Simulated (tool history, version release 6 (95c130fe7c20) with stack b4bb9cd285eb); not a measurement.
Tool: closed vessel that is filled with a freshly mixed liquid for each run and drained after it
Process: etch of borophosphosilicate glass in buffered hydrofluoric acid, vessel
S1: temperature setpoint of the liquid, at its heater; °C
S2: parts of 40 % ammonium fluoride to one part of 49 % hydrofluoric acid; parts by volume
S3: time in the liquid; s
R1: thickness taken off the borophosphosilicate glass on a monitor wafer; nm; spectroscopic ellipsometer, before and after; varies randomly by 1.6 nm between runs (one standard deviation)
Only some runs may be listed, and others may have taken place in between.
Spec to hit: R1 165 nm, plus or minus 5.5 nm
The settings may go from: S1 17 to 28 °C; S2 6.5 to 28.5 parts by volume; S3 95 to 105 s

run 1 day=0 | S1=20 S2=17.5 S3=95 | R1=104.19
run 2 day=0.367 | S1=20 S2=17.5 S3=105 | R1=117.35
run 3 day=0.512 | S1=20 S2=19.5 S3=105 | R1=104.41
run 4 day=0.875 | S1=22 S2=19.5 S3=105 | R1=115.72
run 5 day=1.025 | S1=22 S2=16.5 S3=105 | R1=137.22
run 6 day=1.233 | S1=23 S2=16.5 S3=105 | R1=146.62
run 7 day=1.604 | S1=23.5 S2=16.5 S3=105 | R1=148.43
run 8 day=1.754 | S1=24 S2=16.5 S3=105 | R1=152.38
run 9 day=2.062 | S1=24.5 S2=16.5 S3=105 | R1=153.36

5 next moves are on the table. One of them brings every result within its allowed miss. Which?
run A day=2.371 | S1=25 S2=18 S3=105 | R1=?
run B day=2.371 | S1=24 S2=16 S3=95 | R1=?
run C day=2.371 | S1=25 S2=16.5 S3=95 | R1=?
run D day=2.371 | S1=24 S2=17 S3=105 | R1=?
run E day=2.371 | S1=28 S2=17 S3=95 | R1=?

move=A R1=145.36
move=B R1=139.99
move=C R1=143.32
move=D R1=145.73
move=E R1=163.3
A: misses by more than the last run did
B: misses by more than the last run did
C: misses by more than the last run did
D: misses by more than the last run did
E: meets every target
So the answer is move E, the one that meets all the targets.

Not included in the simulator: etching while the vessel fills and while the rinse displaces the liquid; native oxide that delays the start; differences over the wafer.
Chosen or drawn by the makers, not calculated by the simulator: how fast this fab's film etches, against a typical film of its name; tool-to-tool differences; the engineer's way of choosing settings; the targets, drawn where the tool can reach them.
